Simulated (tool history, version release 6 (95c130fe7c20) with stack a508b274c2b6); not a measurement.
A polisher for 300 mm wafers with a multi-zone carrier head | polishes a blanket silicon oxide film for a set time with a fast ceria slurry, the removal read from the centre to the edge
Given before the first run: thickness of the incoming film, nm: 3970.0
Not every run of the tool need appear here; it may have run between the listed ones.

| run | day | flow of slurry (ml/min) | pressure of the head's centre zone | pressure of the head's middle zone | pressure of the head's edge zone | polishing time (s) | film removed at the wafer's centre (nm) | film removed at mid-radius (nm) | film removed at the wafer's edge (nm) |
|---|---|---|---|---|---|---|---|---|---|
| 1 | 0 | 240 | 1 | 1 | 1 | 36 | 619.9 | 594.74 | 622.27 |
| 2 | 0.079 | 245 | 1.03 | 1.01 | 1.03 | 40 | 708.24 | 688.17 | 701.09 |
| 3 | 0.225 | 245 | 1.05 | 0.99 | 1.05 | 43 | 781.82 | 724.87 | 776.42 |
| 4 | 0.396 | 245 | 1.12 | 0.99 | 1.05 | 43 | 828.35 | 720.23 | 772.76 |
| 5 | 0.517 | 250 | 1.13 | 1 | 1.07 | 45 | 885.71 | 749.51 | 813.28 |
| 6 | 0.867 | 250 | 1.04 | 1 | 1.07 | 45 | 819.17 | 769.42 | 801.68 |
| 7 | 1.083 | 250 | 1.05 | 0.99 | 1.07 | 47 | 853.45 | 782.1 | 858.04 |
| 8 | 1.217 | 255 | 1.07 | 1 | 1.07 | 48 | 887.77 | 816.24 | 886.17 |

What does the tool deliver on the next run?
| 9 | 1.417 | 255 | 1.09 | 1.01 | 1.07 | 49 | ? | ? | ? |

For run 9 the tool returned film removed at the wafer's centre (nm) 925.36, film removed at mid-radius (nm) 849.87, film removed at the wafer's edge (nm) 878.55.

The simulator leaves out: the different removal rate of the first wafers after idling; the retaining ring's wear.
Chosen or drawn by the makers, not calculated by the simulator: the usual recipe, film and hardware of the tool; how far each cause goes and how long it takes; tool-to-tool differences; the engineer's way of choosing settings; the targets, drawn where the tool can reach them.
